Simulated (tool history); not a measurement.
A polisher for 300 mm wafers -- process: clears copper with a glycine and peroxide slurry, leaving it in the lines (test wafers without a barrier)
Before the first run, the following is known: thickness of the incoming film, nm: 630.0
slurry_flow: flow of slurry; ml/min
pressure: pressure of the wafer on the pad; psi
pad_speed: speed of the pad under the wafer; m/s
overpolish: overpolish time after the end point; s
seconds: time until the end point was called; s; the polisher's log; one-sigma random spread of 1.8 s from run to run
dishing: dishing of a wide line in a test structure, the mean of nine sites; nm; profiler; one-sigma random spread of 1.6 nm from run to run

run	hour	slurry_flow	pressure	pad_speed	overpolish	seconds	dishing
1	0.0	195	2.8	0.76	24	178.67	49.255
2	9.0	195	2.8	0.76	33	177.88	64.380
3	10.9	195	2.8	0.94	33	154.20	68.768
4	18.7	195	2.9	0.94	33	151.11	69.652
5	20.3	195	2.9	0.84	33	161.18	67.739
6	25.8	195	3.0	0.84	33	162.58	65.556

Estimate the outcome of run 7 from the log above:
7	29.5	195	3.1	0.86	34	?	?

seconds: 155.61 s
dishing: 73.736 nm
